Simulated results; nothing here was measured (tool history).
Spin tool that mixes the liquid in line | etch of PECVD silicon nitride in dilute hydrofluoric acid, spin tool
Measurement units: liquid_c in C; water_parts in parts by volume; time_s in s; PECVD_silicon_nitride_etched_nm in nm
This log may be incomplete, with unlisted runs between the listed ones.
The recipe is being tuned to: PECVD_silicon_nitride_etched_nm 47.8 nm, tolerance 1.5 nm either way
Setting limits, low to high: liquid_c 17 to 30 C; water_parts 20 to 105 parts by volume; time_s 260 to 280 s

run	hour	liquid_c	water_parts	time_s	PECVD_silicon_nitride_etched_nm
1	0	22	55	260	20.992
2	3.8	22	55	280	22.407
3	12.3	23.5	50	280	27.212
4	14.2	25	50	280	30.636
# hour 17.2: hydrofluoric acid flow meter replaced
5	17.2	26	50	280	30.826
6	21	27	45	280	37.165
7	27.9	30	45	280	44.534
8	35.6	30	40	280	49.573

Below are 4 possible settings for the next run. Only one of them brings all results inside the allowed miss of their targets. Which is it?
A	43.3	28.5	35	260	?
B	43.3	29.5	40	260	?
C	43.3	29	40	260	?
D	43.3	29.5	35	260	?

move	PECVD_silicon_nitride_etched_nm
A	48.336
B	45.278
C	43.825
D	51.61
A: meets every target
B: takes the biggest miss from the last run beyond its target
C: takes the biggest miss from the last run beyond its target
D: moves away from the targets compared with the last run
A meets every target.

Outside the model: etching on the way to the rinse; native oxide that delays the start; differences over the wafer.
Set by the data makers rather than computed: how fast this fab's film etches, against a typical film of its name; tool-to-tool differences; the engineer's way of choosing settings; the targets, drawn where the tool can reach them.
